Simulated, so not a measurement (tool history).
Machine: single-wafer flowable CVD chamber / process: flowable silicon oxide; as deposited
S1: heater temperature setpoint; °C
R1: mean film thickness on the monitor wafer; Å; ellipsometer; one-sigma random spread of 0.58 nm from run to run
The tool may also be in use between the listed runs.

run 1 hour=0.0 | S1=110 chamber_pressure_(Pa)=91.7 RF_power_(W)=1505 deposition_time_(s)=435 | R1=1305.2
run 2 hour=7.0 | S1=109 chamber_pressure_(Pa)=91.7 RF_power_(W)=1505 deposition_time_(s)=435 | R1=1334.0
run 3 hour=10.8 | S1=108 chamber_pressure_(Pa)=91.7 RF_power_(W)=1505 deposition_time_(s)=435 | R1=1384.0
run 4 hour=12.9 | S1=108 chamber_pressure_(Pa)=91.7 RF_power_(W)=1505 deposition_time_(s)=450 | R1=1438.0
run 5 hour=18.7 | S1=108 chamber_pressure_(Pa)=91.7 RF_power_(W)=1505 deposition_time_(s)=435 | R1=1369.8
run 6 hour=26.8 | S1=107 chamber_pressure_(Pa)=91.7 RF_power_(W)=1505 deposition_time_(s)=435 | R1=1430.0
run 7 hour=28.0 | S1=106 chamber_pressure_(Pa)=91.7 RF_power_(W)=1505 deposition_time_(s)=435 | R1=1460.2
run 8 hour=33.4 | S1=105 chamber_pressure_(Pa)=91.7 RF_power_(W)=1505 deposition_time_(s)=435 | R1=1499.3
run 9 hour=35.1 | S1=104 chamber_pressure_(Pa)=91.7 RF_power_(W)=1505 deposition_time_(s)=435 | R1=1557.5

Run 10 has not been measured yet. What should we expect?
run 10 hour=36.9 | S1=104 chamber_pressure_(Pa)=91.7 RF_power_(W)=1505 deposition_time_(s)=435 | R1=?

R1: 1543.2 Å
